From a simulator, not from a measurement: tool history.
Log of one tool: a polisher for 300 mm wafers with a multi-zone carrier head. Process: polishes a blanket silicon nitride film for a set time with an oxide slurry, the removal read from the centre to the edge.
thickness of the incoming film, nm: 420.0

| run | hour | flow of slurry (ml/min) | pressure of the head's centre zone | pressure of the head's middle zone | pressure of the head's edge zone | abrasive content of the slurry | polishing time (s) | film removed at the wafer's centre (nm) | film removed at mid-radius (nm) | film removed at the wafer's edge (nm) |
|---|---|---|---|---|---|---|---|---|---|---|
| 1 | 0 | 200 | 1 | 1 | 1 | 1 | 83 | 37.971 | 36.531 | 38.421 |
| 2 | 5.7 | 160 | 1 | 1 | 1 | 1 | 83 | 35.7 | 34.337 | 37.456 |
| 3 | 10.8 | 175 | 1 | 0.99 | 0.96 | 0.85 | 82 | 33.085 | 31.965 | 33.739 |
| 4 | 16 | 180 | 1.01 | 0.98 | 0.92 | 0.75 | 82 | 31.489 | 29.663 | 30.273 |
| 5 | 20.8 | 180 | 1.01 | 0.98 | 0.92 | 0.75 | 98 | 37.243 | 35.097 | 35.71 |
| 6 | 27.5 | 185 | 1 | 0.96 | 0.89 | 0.7 | 96 | 35.487 | 33.157 | 33.451 |
| 7 | 28.5 | 185 | 0.99 | 0.95 | 0.87 | 0.65 | 95 | 32.387 | 30.864 | 31.299 |
| 8 | 36.3 | 185 | 1 | 0.95 | 0.85 | 0.6 | 94 | 30.919 | 28.62 | 29.265 |
| 9 | 39.6 | 180 | 1.01 | 0.96 | 0.84 | 0.6 | 94 | 30.659 | 29.207 | 29.094 |

Forecast run 10:
| 10 | 44.8 | 175 | 1.02 | 0.96 | 0.83 | 0.6 | 94 | ? | ? | ? |

Run 10 gave film removed at the wafer's centre (nm) 30.926, film removed at mid-radius (nm) 28.949, film removed at the wafer's edge (nm) 28.856.
